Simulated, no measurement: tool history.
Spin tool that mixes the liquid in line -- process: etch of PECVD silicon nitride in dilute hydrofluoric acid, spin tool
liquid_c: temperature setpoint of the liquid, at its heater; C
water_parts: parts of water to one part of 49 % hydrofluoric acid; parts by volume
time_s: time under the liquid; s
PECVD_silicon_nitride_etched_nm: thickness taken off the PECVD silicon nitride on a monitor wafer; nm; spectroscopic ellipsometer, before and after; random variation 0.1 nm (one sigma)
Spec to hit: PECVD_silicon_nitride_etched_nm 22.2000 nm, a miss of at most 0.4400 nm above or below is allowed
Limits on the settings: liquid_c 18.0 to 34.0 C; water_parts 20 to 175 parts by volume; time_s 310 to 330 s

run,hour,liquid_c,water_parts,time_s,PECVD_silicon_nitride_etched_nm
1,0.0,26.0,95,310,8.4858
2,6.0,24.5,95,310,7.7301
3,8.8,26.0,90,310,9.0162
4,12.8,27.5,85,310,10.4740
5,20.7,27.5,85,330,11.1770
6,28.9,28.5,80,330,12.5380
7,32.9,29.5,75,330,14.3930
8,39.5,30.0,75,330,14.7580
9,44.6,30.5,70,330,16.3490
10,51.2,31.0,70,330,17.0080
11,53.7,31.5,70,330,17.3950
12,57.8,32.0,70,330,17.9270
13,59.2,32.5,70,330,18.6230
14,61.6,34.0,60,330,23.6590
15,63.1,34.0,60,330,23.8150
16,68.7,34.0,60,330,23.6940

Of the 5 settings listed for the next run, only one would bring every result within its allowed miss of target. Which one?
A,74.3,33.5,55,310,?
B,74.3,33.5,65,320,?
C,74.3,33.0,60,310,?
D,74.3,31.0,50,325,?
E,74.3,32.5,55,310,?

move,PECVD_silicon_nitride_etched_nm
A,23.6850
B,20.6820
C,21.0420
D,23.3040
E,22.2420
A: roughly where the last run was
B: takes the biggest miss from the last run beyond its target
C: takes the biggest miss from the last run beyond its target
D: nearer the targets than the last run, but a result is still out of spec
E: all results in spec
So the answer is move E, the one that meets all the targets.
